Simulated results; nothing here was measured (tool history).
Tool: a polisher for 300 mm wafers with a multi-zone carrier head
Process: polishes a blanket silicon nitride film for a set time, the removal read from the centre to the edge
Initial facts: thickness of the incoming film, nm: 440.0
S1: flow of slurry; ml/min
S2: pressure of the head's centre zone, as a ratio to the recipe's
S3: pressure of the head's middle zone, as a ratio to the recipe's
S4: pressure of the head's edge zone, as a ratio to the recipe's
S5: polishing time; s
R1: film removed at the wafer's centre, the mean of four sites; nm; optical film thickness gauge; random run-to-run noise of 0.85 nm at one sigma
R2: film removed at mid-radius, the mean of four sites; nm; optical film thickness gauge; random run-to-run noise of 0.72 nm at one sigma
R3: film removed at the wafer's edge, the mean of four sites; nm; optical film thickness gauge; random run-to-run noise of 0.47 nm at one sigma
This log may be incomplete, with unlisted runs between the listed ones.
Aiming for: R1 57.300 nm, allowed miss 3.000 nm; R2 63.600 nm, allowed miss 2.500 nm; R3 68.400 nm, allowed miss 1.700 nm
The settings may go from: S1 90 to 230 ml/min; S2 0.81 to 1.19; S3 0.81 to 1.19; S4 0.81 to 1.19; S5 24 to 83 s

{"run": 1, "hour": 0.0, "S1": 150, "S2": 1.0, "S3": 1.0, "S4": 1.0, "S5": 53, "R1": 49.305, "R2": 48.627, "R3": 49.547}
{"run": 2, "hour": 3.1, "S1": 150, "S2": 1.05, "S3": 1.0, "S4": 1.0, "S5": 53, "R1": 49.693, "R2": 48.292, "R3": 49.468}
{"run": 3, "hour": 9.4, "S1": 150, "S2": 1.05, "S3": 1.03, "S4": 1.0, "S5": 53, "R1": 51.334, "R2": 49.135, "R3": 49.83}
{"run": 4, "hour": 16.9, "S1": 155, "S2": 1.0, "S3": 1.03, "S4": 1.05, "S5": 56, "R1": 52.741, "R2": 52.735, "R3": 54.21}
{"run": 5, "hour": 22.7, "S1": 160, "S2": 0.96, "S3": 1.03, "S4": 1.09, "S5": 58, "R1": 51.795, "R2": 55.026, "R3": 56.278}
{"run": 6, "hour": 31.3, "S1": 160, "S2": 0.96, "S3": 0.99, "S4": 1.09, "S5": 58, "R1": 51.431, "R2": 53.032, "R3": 55.32}
{"run": 7, "hour": 32.6, "S1": 145, "S2": 0.95, "S3": 1.0, "S4": 1.12, "S5": 61, "R1": 52.813, "R2": 55.466, "R3": 59.403}
{"run": 8, "hour": 41.2, "S1": 140, "S2": 0.95, "S3": 1.02, "S4": 1.13, "S5": 63, "R1": 55.118, "R2": 56.355, "R3": 60.981}

Next run, 4 choices. One meets every target within its allowed miss, the rest don't. Which?
{"run": "A", "hour": 49.8, "S1": 130, "S2": 1.01, "S3": 0.89, "S4": 1.14, "S5": 71, "R1": "?", "R2": "?", "R3": "?"}
{"run": "B", "hour": 49.8, "S1": 165, "S2": 1.07, "S3": 1.05, "S4": 1.03, "S5": 66, "R1": "?", "R2": "?", "R3": "?"}
{"run": "C", "hour": 49.8, "S1": 120, "S2": 0.9, "S3": 1.01, "S4": 1.18, "S5": 72, "R1": "?", "R2": "?", "R3": "?"}
{"run": "D", "hour": 49.8, "S1": 90, "S2": 0.86, "S3": 0.81, "S4": 1.19, "S5": 82, "R1": "?", "R2": "?", "R3": "?"}

move=A R1=63.062 R2=57.472 R3=67.491
move=B R1=64.950 R2=63.272 R3=62.838
move=C R1=57.438 R2=62.463 R3=68.168
move=D R1=56.742 R2=55.530 R3=73.267
A: brings the result that was furthest off to its target, and leaves another outside
B: gains on the last run, yet a result remains outside its allowed miss
C: in spec on every target
D: pushes the last run's worst result past its target
C meets every target.
